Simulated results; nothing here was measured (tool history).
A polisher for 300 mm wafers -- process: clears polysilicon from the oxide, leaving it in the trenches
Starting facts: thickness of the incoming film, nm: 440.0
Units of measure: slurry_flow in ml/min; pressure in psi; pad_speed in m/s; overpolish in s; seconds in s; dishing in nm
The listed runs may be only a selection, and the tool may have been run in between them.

run 1 hour=0.0 | slurry_flow=300 pressure=2.0 pad_speed=1.18 overpolish=13 | seconds=45.118 dishing=61.954
run 2 hour=2.9 | slurry_flow=370 pressure=2.0 pad_speed=1.18 overpolish=13 | seconds=44.021 dishing=65.291
run 3 hour=11.0 | slurry_flow=370 pressure=2.0 pad_speed=1.18 overpolish=9 | seconds=44.828 dishing=55.147
run 4 hour=14.1 | slurry_flow=300 pressure=2.0 pad_speed=1.18 overpolish=9 | seconds=44.886 dishing=57.310
run 5 hour=19.8 | slurry_flow=300 pressure=2.2 pad_speed=1.20 overpolish=10 | seconds=40.967 dishing=60.154
run 6 hour=21.5 | slurry_flow=245 pressure=2.2 pad_speed=1.20 overpolish=10 | seconds=41.703 dishing=62.139
run 7 hour=27.7 | slurry_flow=250 pressure=2.4 pad_speed=1.24 overpolish=10 | seconds=37.776 dishing=63.717
run 8 hour=32.9 | slurry_flow=255 pressure=2.6 pad_speed=1.30 overpolish=10 | seconds=33.366 dishing=65.254
run 9 hour=37.2 | slurry_flow=255 pressure=2.6 pad_speed=1.30 overpolish=10 | seconds=33.152 dishing=64.904
run 10 hour=38.9 | slurry_flow=255 pressure=2.7 pad_speed=1.34 overpolish=11 | seconds=31.266 dishing=68.068
run 11 hour=47.8 | slurry_flow=255 pressure=2.8 pad_speed=1.38 overpolish=12 | seconds=29.201 dishing=71.997

Forecast run 12:
run 12 hour=51.5 | slurry_flow=265 pressure=3.1 pad_speed=1.46 overpolish=13 | seconds=? dishing=?

For run 12 the tool returned seconds 24.944 s, dishing 75.657 nm.
